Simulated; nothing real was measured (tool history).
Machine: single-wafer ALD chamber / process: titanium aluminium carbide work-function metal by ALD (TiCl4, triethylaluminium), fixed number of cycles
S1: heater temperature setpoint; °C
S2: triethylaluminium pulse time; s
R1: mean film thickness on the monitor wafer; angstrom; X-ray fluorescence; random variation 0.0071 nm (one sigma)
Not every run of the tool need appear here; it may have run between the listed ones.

Run 1, day 0.000: S1 290 °C, S2 11.43 s. Result: R1 17.563 angstrom.
Run 2, day 0.138: S1 294 °C, S2 11.43 s. Result: R1 18.044 angstrom.
Run 3, day 0.171: S1 300 °C, S2 11.43 s. Result: R1 18.574 angstrom.
Run 4, day 0.321: S1 292 °C, S2 11.43 s. Result: R1 17.804 angstrom.
Run 5, day 0.467: S1 292 °C, S2 14.05 s. Result: R1 18.033 angstrom.
Run 6, day 0.554: S1 292 °C, S2 12.40 s. Result: R1 17.944 angstrom.

The next listed run, before its measurement:
Run 7, day 0.800: S1 285 °C, S2 11.71 s. Result: R1 ?.

Run 7 measured R1 17.183 angstrom.
